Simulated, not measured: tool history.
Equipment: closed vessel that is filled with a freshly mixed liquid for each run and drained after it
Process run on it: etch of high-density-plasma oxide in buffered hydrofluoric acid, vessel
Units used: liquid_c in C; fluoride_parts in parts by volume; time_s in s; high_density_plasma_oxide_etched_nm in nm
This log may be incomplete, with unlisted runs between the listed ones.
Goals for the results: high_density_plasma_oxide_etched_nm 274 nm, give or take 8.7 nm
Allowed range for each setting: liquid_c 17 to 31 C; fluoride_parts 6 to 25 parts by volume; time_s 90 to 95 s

| run | day | liquid_c | fluoride_parts | time_s | high_density_plasma_oxide_etched_nm |
|---|---|---|---|---|---|
| 1 | 0 | 23 | 15.5 | 90 | 158.02 |
| 2 | 0.329 | 23 | 15.5 | 95 | 165.68 |
| 3 | 0.604 | 25.5 | 15 | 95 | 198.29 |
| 4 | 0.658 | 23.5 | 15 | 95 | 175.16 |
| 5 | 0.7 | 21.5 | 15 | 95 | 158.37 |
| 6 | 1.025 | 21.5 | 11 | 95 | 210.99 |
| 7 | 1.358 | 23 | 11 | 95 | 229.18 |
| 8 | 1.45 | 24 | 11 | 95 | 245.05 |
| 9 | 1.704 | 24.5 | 11 | 95 | 256.31 |
| 10 | 1.95 | 25 | 11 | 95 | 259.67 |

Which single option among these 5 for the next run brings every result within its allowed miss of target? Just one does.
| A | 2.196 | 25 | 12 | 95 | ? |
| B | 2.196 | 25 | 9.5 | 90 | ? |
| C | 2.196 | 26 | 11 | 90 | ? |
| D | 2.196 | 25.5 | 11 | 90 | ? |
| E | 2.196 | 25 | 11 | 90 | ? |

| move | high_density_plasma_oxide_etched_nm |
|---|---|
| A | 239.21 |
| B | 279.57 |
| C | 260.39 |
| D | 253.47 |
| E | 246.7 |
A: its largest miss is bigger than the last run's
B: all results land within tolerance of their targets
C: moves toward the targets from the last run without getting all of them in spec
D: its largest miss is bigger than the last run's
E: its largest miss is bigger than the last run's
Answer: B
